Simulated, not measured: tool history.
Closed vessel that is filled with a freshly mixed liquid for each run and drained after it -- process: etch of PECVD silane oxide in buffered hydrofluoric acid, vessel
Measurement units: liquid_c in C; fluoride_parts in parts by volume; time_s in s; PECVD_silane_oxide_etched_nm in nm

run,hour,liquid_c,fluoride_parts,time_s,PECVD_silane_oxide_etched_nm
1,0.0,23.0,19.5,85,170.90
2,3.4,25.5,15.5,85,244.76
3,9.1,25.5,13.0,85,289.92
4,12.1,25.5,13.0,85,292.03
5,16.7,27.0,12.0,85,343.76
6,22.9,28.5,11.5,85,392.48

Run 7 has not been measured yet. What should we expect?
7,28.8,29.5,11.5,85,?

Run 7 yielded PECVD_silane_oxide_etched_nm 410.81 nm.

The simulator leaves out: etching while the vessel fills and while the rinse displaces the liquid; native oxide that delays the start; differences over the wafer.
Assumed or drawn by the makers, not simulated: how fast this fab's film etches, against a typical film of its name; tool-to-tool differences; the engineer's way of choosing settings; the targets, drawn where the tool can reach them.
